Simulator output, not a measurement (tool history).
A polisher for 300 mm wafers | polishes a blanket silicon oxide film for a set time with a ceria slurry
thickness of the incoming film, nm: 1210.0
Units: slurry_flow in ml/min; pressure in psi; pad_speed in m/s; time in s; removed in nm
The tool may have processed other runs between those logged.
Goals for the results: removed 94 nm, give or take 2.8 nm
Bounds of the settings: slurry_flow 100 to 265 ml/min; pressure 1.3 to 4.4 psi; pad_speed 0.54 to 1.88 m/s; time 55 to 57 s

| run | hour | slurry_flow | pressure | pad_speed | time | removed |
|---|---|---|---|---|---|---|
| 1 | 0 | 170 | 2.8 | 1.2 | 55 | 229.07 |
| 2 | 0.8 | 170 | 2.8 | 1.38 | 55 | 269.58 |
| 3 | 2.4 | 160 | 2.4 | 1.22 | 55 | 202.14 |
| 4 | 5.3 | 160 | 2.4 | 1.08 | 55 | 179.3 |
| 5 | 6.4 | 155 | 2.1 | 1 | 55 | 145.22 |
| 6 | 8.6 | 150 | 1.9 | 0.96 | 55 | 128.38 |
| 7 | 10.1 | 145 | 1.7 | 0.94 | 55 | 111.16 |
| 8 | 18.3 | 135 | 1.6 | 0.94 | 55 | 105.12 |
| 9 | 24.5 | 125 | 1.6 | 0.94 | 55 | 106.35 |
| 10 | 31.7 | 125 | 1.5 | 0.94 | 55 | 96.989 |
| 11 | 34.4 | 120 | 1.5 | 0.94 | 55 | 98.357 |
| 12 | 41.7 | 115 | 1.5 | 0.94 | 55 | 97.18 |
| 13 | 44.7 | 110 | 1.5 | 0.94 | 55 | 97.534 |

Which one of the following 4 next-run settings gets every result inside its allowed miss? There is exactly one.
| A | 47.7 | 100 | 1.5 | 0.9 | 57 | ? |
| B | 47.7 | 140 | 2.2 | 0.64 | 57 | ? |
| C | 47.7 | 100 | 1.4 | 1.08 | 55 | ? |
| D | 47.7 | 110 | 1.7 | 0.84 | 57 | ? |

| move | removed |
|---|---|
| A | 95.394 |
| B | 102.58 |
| C | 103.15 |
| D | 101.39 |
A: hits every target within its allowed miss
B: moves away from the targets compared with the last run
C: moves away from the targets compared with the last run
D: moves away from the targets compared with the last run
The move that meets every target is A.
